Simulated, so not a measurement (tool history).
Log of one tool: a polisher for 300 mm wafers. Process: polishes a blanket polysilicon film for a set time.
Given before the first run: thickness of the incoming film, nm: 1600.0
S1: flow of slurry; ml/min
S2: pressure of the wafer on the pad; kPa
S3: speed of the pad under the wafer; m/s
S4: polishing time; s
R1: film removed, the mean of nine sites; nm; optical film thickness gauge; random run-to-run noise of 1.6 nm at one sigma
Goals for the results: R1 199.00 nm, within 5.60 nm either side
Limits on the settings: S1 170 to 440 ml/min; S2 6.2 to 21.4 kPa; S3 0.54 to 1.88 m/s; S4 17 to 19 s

run  hour   S1    S2    S3  S4      R1
  1   0.0  280  13.8  1.20  19  127.57
  2   8.8  310  13.8  1.20  19  127.74
  3  12.5  310  15.2  1.20  19  140.71
  4  14.8  310  13.8  1.20  19  128.67
  5  20.2  310  15.2  1.20  19  140.94
  6  25.7  250  15.2  1.20  19  136.71
  7  33.1  260  15.9  1.20  19  145.02
  8  41.1  265  16.5  1.20  19  152.16
  9  46.3  270  17.2  1.20  19  156.85

Consider the 5 candidate settings below. Which is the only one whose results all fall within their allowed miss of target?
  A  51.5  340  17.2  1.02  17   ?
  B  51.5  230  21.4  1.24  19   ?
  C  51.5  305  17.2  0.96  17   ?
  D  51.5  275  17.9  1.02  17   ?
  E  51.5  270  13.8  1.34  19   ?

move      R1
   A  123.07
   B  196.64
   C  114.94
   D  125.28
   E  141.00
A: lands further from the targets than the last run did
B: all results land within tolerance of their targets
C: lands further from the targets than the last run did
D: lands further from the targets than the last run did
E: lands further from the targets than the last run did
Move B is the one to make.
